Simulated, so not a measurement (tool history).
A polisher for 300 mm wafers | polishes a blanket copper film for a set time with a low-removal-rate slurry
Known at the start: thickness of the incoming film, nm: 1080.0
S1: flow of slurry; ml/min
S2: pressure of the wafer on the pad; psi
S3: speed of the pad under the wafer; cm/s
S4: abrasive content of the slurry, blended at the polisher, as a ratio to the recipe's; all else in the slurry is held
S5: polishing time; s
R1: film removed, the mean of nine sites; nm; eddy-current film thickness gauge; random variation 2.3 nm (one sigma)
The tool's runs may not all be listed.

run  hour   S1   S2   S3    S4  S5      R1
  1   0.0  155  2.6  116  1.00  96  227.86
  2   4.5  155  2.5  116  1.00  96  227.99
  3  11.7  155  2.5  116  1.15  96  236.91
  4  15.0  155  2.5  116  1.05  96  230.53
  5  22.8  155  2.7  116  1.05  96  247.04
  6  24.9  130  2.7  116  1.05  96  240.58
  7  30.6  130  2.6  116  1.05  96  228.05
  8  37.6  130  2.5  116  1.05  96  217.54

Run 9 comes next. What will it give?
  9  39.3  120  2.3  116  1.05  96   ?

Run 9 gave R1 212.08 nm.
